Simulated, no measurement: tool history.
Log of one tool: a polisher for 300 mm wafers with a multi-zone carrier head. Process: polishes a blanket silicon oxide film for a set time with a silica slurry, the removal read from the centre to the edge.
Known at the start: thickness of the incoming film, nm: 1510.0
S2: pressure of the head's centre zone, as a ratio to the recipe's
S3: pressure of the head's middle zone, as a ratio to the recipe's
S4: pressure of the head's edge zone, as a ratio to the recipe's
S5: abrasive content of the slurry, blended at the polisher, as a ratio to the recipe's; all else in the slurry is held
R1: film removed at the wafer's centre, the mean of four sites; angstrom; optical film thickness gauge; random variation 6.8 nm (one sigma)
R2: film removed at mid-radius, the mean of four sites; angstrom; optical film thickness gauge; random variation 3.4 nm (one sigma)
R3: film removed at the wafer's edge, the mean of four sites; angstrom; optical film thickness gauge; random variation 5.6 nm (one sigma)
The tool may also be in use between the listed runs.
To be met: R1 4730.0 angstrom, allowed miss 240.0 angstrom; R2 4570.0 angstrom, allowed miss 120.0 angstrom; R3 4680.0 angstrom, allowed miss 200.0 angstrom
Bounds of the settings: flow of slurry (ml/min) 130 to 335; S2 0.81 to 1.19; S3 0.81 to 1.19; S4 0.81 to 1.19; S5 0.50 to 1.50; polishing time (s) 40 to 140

{"run": 1, "hour": 0.0, "flow of slurry (ml/min)": 215, "S2": 1.0, "S3": 1.0, "S4": 1.0, "S5": 1.0, "polishing time (s)": 90, "R1": 3338.7, "R2": 3379.4, "R3": 3316.2}
{"run": 2, "hour": 2.7, "flow of slurry (ml/min)": 215, "S2": 1.0, "S3": 1.0, "S4": 1.0, "S5": 1.1, "polishing time (s)": 90, "R1": 3446.6, "R2": 3421.5, "R3": 3516.0}
{"run": 3, "hour": 9.0, "flow of slurry (ml/min)": 215, "S2": 1.0, "S3": 1.0, "S4": 0.95, "S5": 1.1, "polishing time (s)": 90, "R1": 3441.6, "R2": 3516.5, "R3": 3403.4}
{"run": 4, "hour": 9.6, "flow of slurry (ml/min)": 220, "S2": 1.01, "S3": 1.02, "S4": 0.97, "S5": 1.15, "polishing time (s)": 90, "R1": 3639.6, "R2": 3598.9, "R3": 3398.6}
{"run": 5, "hour": 18.5, "flow of slurry (ml/min)": 170, "S2": 1.01, "S3": 1.02, "S4": 0.97, "S5": 1.15, "polishing time (s)": 90, "R1": 3478.1, "R2": 3501.1, "R3": 3427.4}
{"run": 6, "hour": 24.2, "flow of slurry (ml/min)": 170, "S2": 1.01, "S3": 1.02, "S4": 0.97, "S5": 1.15, "polishing time (s)": 82, "R1": 3094.9, "R2": 3213.6, "R3": 3125.3}
{"run": 7, "hour": 25.6, "flow of slurry (ml/min)": 170, "S2": 1.01, "S3": 1.03, "S4": 0.99, "S5": 1.2, "polishing time (s)": 85, "R1": 3312.8, "R2": 3387.5, "R3": 3258.6}
{"run": 8, "hour": 27.8, "flow of slurry (ml/min)": 205, "S2": 0.96, "S3": 0.98, "S4": 1.09, "S5": 1.45, "polishing time (s)": 108, "R1": 4526.7, "R2": 4538.2, "R3": 4708.6}
{"run": 9, "hour": 29.6, "flow of slurry (ml/min)": 205, "S2": 0.97, "S3": 0.98, "S4": 1.09, "S5": 1.45, "polishing time (s)": 108, "R1": 4484.1, "R2": 4507.4, "R3": 4767.2}

4 next moves are on the table. One of them brings every result within its allowed miss. Which?
{"run": "A", "hour": 31.4, "flow of slurry (ml/min)": 215, "S2": 0.97, "S3": 1.03, "S4": 1.05, "S5": 1.5, "polishing time (s)": 104, "R1": "?", "R2": "?", "R3": "?"}
{"run": "B", "hour": 31.4, "flow of slurry (ml/min)": 205, "S2": 1.01, "S3": 0.96, "S4": 0.98, "S5": 1.5, "polishing time (s)": 109, "R1": "?", "R2": "?", "R3": "?"}
{"run": "C", "hour": 31.4, "flow of slurry (ml/min)": 220, "S2": 0.9, "S3": 0.96, "S4": 1.1, "S5": 1.45, "polishing time (s)": 109, "R1": "?", "R2": "?", "R3": "?"}
{"run": "D", "hour": 31.4, "flow of slurry (ml/min)": 210, "S2": 0.98, "S3": 1.09, "S4": 1.11, "S5": 1.25, "polishing time (s)": 109, "R1": "?", "R2": "?", "R3": "?"}

move=A R1=4290.1 R2=4493.7 R3=4556.6
move=B R1=4631.5 R2=4456.3 R3=4606.6
move=C R1=4177.5 R2=4437.7 R3=4845.8
move=D R1=4257.2 R2=4606.3 R3=4607.4
A: further off than the last run
B: meets every target
C: further off than the last run
D: further off than the last run
Move B is the one to make.
